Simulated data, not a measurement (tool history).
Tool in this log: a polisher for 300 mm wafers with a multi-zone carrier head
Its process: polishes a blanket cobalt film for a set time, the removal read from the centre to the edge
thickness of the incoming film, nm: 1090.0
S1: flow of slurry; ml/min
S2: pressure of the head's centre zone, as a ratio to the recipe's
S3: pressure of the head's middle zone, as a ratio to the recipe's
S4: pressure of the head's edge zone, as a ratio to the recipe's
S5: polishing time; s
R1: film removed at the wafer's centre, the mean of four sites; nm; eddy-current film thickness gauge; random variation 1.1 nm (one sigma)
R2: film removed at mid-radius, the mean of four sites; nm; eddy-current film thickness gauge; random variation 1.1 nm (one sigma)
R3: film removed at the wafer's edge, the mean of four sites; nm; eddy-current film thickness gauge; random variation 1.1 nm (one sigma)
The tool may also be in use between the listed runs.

Run 1, hour 0.0: S1 130 ml/min, S2 1.00, S3 1.00, S4 1.00, S5 32 s. Result: R1 108.860 nm, R2 112.320 nm, R3 106.71 nm.
Run 2, hour 1.1: S1 130 ml/min, S2 0.95, S3 1.00, S4 1.00, S5 32 s. Result: R1 105.520 nm, R2 107.710 nm, R3 111.03 nm.
Run 3, hour 2.0: S1 130 ml/min, S2 0.95, S3 1.08, S4 1.00, S5 32 s. Result: R1 103.670 nm, R2 118.180 nm, R3 107.06 nm.
Run 4, hour 4.9: S1 130 ml/min, S2 0.87, S3 1.08, S4 1.00, S5 32 s. Result: R1 94.226 nm, R2 116.740 nm, R3 110.25 nm.
Run 5, hour 8.4: S1 110 ml/min, S2 0.87, S3 1.08, S4 1.00, S5 32 s. Result: R1 93.355 nm, R2 112.330 nm, R3 107.94 nm.
Run 6, hour 12.0: S1 110 ml/min, S2 0.81, S3 1.08, S4 1.00, S5 32 s. Result: R1 88.408 nm, R2 111.870 nm, R3 105.70 nm.

Run 7 is up next; what results do you expect?
Run 7, hour 18.6: S1 100 ml/min, S2 0.84, S3 1.00, S4 1.00, S5 31 s. Result: R1 ?, R2 ?, R3 ?.

{"run 7": {"R1": 82.644, "R2": 97.667, "R3": 100.41}}
